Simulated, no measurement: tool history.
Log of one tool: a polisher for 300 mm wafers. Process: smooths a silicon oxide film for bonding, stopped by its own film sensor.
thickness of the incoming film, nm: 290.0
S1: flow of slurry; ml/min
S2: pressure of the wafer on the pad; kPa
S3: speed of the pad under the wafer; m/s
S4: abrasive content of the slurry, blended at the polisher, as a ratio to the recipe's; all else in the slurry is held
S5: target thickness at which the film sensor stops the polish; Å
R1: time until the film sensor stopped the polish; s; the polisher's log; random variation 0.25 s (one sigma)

run	hour	S1	S2	S3	S4	S5	R1
1	0.0	285	11.7	0.88	1.0	2650	47.766
2	0.9	285	12.4	0.88	1.0	2650	44.589
3	5.8	285	12.4	0.88	1.1	2650	41.774
4	7.7	320	12.4	0.88	1.1	2650	42.420
5	9.2	320	12.4	0.96	1.1	2650	39.201
6	17.7	320	13.1	0.96	1.1	2650	37.041
7	19.7	320	14.5	0.96	1.1	2650	33.426

Forecast run 8:
8	26.3	320	15.2	0.96	1.1	2650	?

{"run 8": {"R1": 31.672}}

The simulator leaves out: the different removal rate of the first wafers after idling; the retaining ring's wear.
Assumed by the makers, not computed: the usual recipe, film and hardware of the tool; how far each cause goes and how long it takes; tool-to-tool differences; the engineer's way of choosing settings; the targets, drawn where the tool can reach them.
